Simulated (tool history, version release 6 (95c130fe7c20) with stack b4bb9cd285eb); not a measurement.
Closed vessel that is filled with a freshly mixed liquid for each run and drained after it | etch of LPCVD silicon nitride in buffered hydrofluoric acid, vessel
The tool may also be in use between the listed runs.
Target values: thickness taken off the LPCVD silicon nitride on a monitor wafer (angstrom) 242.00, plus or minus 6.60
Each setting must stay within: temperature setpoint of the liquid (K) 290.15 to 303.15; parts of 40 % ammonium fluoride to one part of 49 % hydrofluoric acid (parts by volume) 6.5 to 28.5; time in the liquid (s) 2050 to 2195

run,hour,temperature setpoint of the liquid (K),parts of 40 % ammonium fluoride to one part of 49 % hydrofluoric acid (parts by volume),time in the liquid (s),thickness taken off the LPCVD silicon nitride on a monitor wafer (angstrom)
1,0.0,295.15,17.5,2050,175.77
2,2.2,297.15,17.5,2050,196.19
3,3.1,297.15,17.5,2050,196.36
4,8.8,298.65,17.5,2050,213.28
5,10.3,296.65,17.5,2050,188.33
6,13.4,298.65,17.5,2050,211.82
7,17.3,299.65,17.5,2050,226.13
8,26.2,300.15,17.5,2050,227.78

Exercise: of the 4 proposed moves below, exactly one satisfies all targets within the stated allowed misses. Which move is it?
A,35.1,299.15,18.0,2185,?
B,35.1,301.65,19.0,2140,?
C,35.1,303.15,23.5,2090,?
D,35.1,300.15,20.0,2120,?

move,thickness taken off the LPCVD silicon nitride on a monitor wafer (angstrom)
A,225.87
B,239.82
C,212.11
D,208.49
A: its largest miss is bigger than the last run's
B: each result inside its tolerance
C: its largest miss is bigger than the last run's
D: its largest miss is bigger than the last run's
B is the move that brings every result within its allowed miss.
